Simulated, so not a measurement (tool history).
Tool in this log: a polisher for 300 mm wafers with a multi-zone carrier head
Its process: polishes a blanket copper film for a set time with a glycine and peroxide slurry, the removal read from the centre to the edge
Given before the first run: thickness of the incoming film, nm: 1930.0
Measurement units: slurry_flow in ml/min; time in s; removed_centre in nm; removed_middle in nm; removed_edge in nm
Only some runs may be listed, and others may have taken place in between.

run	hour	slurry_flow	centre_zone	middle_zone	edge_zone	time	removed_centre	removed_middle	removed_edge
1	0	155	1	1	1	31	139.03	151.46	151.32
2	6.7	155	1.08	1	1	31	150.16	155.28	151.79
3	8.2	155	1.08	0.92	1	31	150.05	148.45	154.1
4	14.1	155	1.02	0.92	1	31	139.62	144.51	152.56
5	16.3	155	1.08	0.92	1	31	149.32	144.07	152.66
6	24.9	155	1.08	0.94	0.97	29	141.78	139.7	139.33
7	29.6	140	1.01	0.97	0.87	20	88.19	95.233	91.584
8	30.3	155	1.02	0.98	0.87	20	90.394	98.527	92.5

Run 9, settings as shown, results not yet in. Your forecast:
# hour 34.3: centre zone pressure recalibrated
9	34.3	200	1.11	1.05	0.88	20	?	?	?

removed_centre: 114.64 nm
removed_middle: 104.41 nm
removed_edge: 94.382 nm

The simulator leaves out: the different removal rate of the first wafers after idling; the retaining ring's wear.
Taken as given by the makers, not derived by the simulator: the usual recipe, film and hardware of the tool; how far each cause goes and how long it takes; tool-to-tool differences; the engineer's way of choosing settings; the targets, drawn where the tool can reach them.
